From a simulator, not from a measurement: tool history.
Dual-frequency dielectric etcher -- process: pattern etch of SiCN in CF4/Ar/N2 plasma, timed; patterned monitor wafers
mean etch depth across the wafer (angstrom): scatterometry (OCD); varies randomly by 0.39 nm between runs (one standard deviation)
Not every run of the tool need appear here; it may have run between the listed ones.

run,hour,source power (kW),bias power (kW),Ar flow (sccm),CF4 flow (sccm),etch time (s),mean etch depth across the wafer (angstrom)
1,0,0.5,0.096,105,82,87.5,884.68
2,2.9,0.53,0.096,105,82,87.5,948.97
3,5.9,0.49,0.095,105,82,87.5,862.58
4,13.8,0.49,0.095,105,82,91.5,908.68
5,16.4,0.49,0.095,105,82,91.5,907.27
6,18.2,0.49,0.095,105,93,91.5,923.38
7,26.5,0.45,0.094,105,93,91.5,831.95
8,31,0.43,0.094,105,93,91.5,790.64
9,33.8,0.41,0.094,105,93,91.5,751.11
10,40.5,0.41,0.094,105,93,91.5,754.85

Predict the results of run 11:
11,44.5,0.4,0.094,105,93,91.5,?

{"run 11": {"mean etch depth across the wafer (angstrom)": 737.73}}
